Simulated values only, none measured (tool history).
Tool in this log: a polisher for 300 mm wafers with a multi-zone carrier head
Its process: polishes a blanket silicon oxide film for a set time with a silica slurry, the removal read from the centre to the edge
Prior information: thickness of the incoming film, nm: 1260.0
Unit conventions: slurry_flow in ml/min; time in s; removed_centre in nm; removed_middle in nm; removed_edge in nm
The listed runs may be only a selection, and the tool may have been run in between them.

run,day,slurry_flow,centre_zone,middle_zone,edge_zone,slurry_solids,time,removed_centre,removed_middle,removed_edge
1,0.000,265,1.00,1.00,1.00,1.00,83,318.72,318.96,314.59
2,0.083,265,1.00,1.00,1.00,0.90,83,302.44,306.14,300.98
3,0.108,265,1.01,0.99,0.98,0.85,77,272.42,271.26,270.11
4,0.396,265,1.02,0.99,0.96,0.80,72,253.40,243.45,233.76
5,0.475,260,1.01,0.97,0.94,0.75,70,232.35,228.25,223.60
6,0.762,260,1.01,0.96,0.93,0.70,67,216.17,208.40,205.53

Run 7 comes next. What will it give?
7,1.133,260,1.01,0.95,0.91,0.65,65,?,?,?

{"run 7": {"removed_centre": 202.93, "removed_middle": 191.14, "removed_edge": 185.83}}
